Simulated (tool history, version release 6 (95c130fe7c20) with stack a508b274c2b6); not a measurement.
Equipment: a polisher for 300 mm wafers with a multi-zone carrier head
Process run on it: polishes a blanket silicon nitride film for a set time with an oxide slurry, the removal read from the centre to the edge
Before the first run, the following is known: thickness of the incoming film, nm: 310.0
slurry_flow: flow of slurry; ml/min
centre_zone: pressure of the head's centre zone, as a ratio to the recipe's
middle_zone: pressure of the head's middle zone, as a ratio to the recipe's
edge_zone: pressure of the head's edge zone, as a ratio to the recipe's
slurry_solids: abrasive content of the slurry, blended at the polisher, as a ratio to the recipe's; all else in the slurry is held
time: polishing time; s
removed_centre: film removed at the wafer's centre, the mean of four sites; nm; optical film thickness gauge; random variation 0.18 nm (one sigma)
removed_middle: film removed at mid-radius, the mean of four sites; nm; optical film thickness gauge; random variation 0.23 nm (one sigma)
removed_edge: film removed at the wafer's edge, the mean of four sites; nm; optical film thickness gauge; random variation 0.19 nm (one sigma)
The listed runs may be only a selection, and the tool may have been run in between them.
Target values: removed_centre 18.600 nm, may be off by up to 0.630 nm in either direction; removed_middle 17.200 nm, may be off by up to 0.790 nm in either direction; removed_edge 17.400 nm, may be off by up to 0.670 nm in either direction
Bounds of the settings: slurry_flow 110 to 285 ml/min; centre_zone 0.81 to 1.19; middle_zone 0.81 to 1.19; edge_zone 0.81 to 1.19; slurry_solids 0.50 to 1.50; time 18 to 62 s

run,day,slurry_flow,centre_zone,middle_zone,edge_zone,slurry_solids,time,removed_centre,removed_middle,removed_edge
1,0.000,180,1.00,1.00,1.00,1.00,40,15.685,15.772,15.347
2,0.083,180,1.00,1.07,1.00,1.00,40,15.503,16.363,15.649
3,0.175,195,1.03,1.06,1.03,1.00,40,16.426,16.134,15.961
4,0.321,205,1.04,1.07,1.04,1.00,40,16.610,16.371,15.923
5,0.375,210,1.05,1.08,1.06,1.05,40,16.889,17.178,16.226
6,0.633,180,1.05,1.08,1.06,1.05,40,16.916,16.315,16.099
7,0.925,185,1.06,1.08,1.08,1.10,40,17.010,16.837,16.569
8,1.100,190,1.08,1.08,1.09,1.10,40,17.746,16.942,16.695

Exactly one of the 5 candidate moves below puts every result within its allowed miss. Which one?
A,1.275,190,1.03,1.02,1.19,1.25,39,?,?,?
B,1.275,250,1.18,1.13,1.01,1.20,35,?,?,?
C,1.275,260,1.05,1.09,0.98,0.95,40,?,?,?
D,1.275,135,1.12,1.09,1.11,1.20,41,?,?,?
E,1.275,215,1.14,1.11,1.00,1.15,37,?,?,?

move,removed_centre,removed_middle,removed_edge
A,17.087,16.723,18.029
B,17.899,16.154,14.983
C,16.886,16.786,15.656
D,18.494,17.360,17.546
E,17.729,16.423,15.379
A: further off than the last run
B: further off than the last run
C: further off than the last run
D: each result inside its tolerance
E: further off than the last run
D meets every target.

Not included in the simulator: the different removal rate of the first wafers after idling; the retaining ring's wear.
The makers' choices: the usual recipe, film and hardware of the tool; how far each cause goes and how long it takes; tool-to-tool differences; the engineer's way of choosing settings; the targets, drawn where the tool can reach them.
